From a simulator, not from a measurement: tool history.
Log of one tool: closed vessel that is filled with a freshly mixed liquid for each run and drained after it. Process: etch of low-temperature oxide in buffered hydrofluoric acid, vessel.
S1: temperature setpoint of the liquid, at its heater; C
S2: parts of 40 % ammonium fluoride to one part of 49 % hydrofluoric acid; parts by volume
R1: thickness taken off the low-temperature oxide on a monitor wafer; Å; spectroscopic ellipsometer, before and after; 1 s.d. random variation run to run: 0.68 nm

run 1 day=0 | S1=23 S2=8.5 time_in_the_liquid_(s)=35 | R1=1028.3
run 2 day=0.275 | S1=21 S2=8.5 time_in_the_liquid_(s)=35 | R1=912.26
run 3 day=0.517 | S1=21 S2=8.5 time_in_the_liquid_(s)=30 | R1=790.61
run 4 day=0.6 | S1=21.5 S2=8.5 time_in_the_liquid_(s)=30 | R1=797.39
run 5 day=0.979 | S1=22 S2=8.5 time_in_the_liquid_(s)=30 | R1=834.19
run 6 day=1.038 | S1=22 S2=8.5 time_in_the_liquid_(s)=30 | R1=832.87

What will run 7 give?
run 7 day=1.396 | S1=22 S2=8.5 time_in_the_liquid_(s)=30 | R1=?

Run 7 came out at R1 830.59 Å.
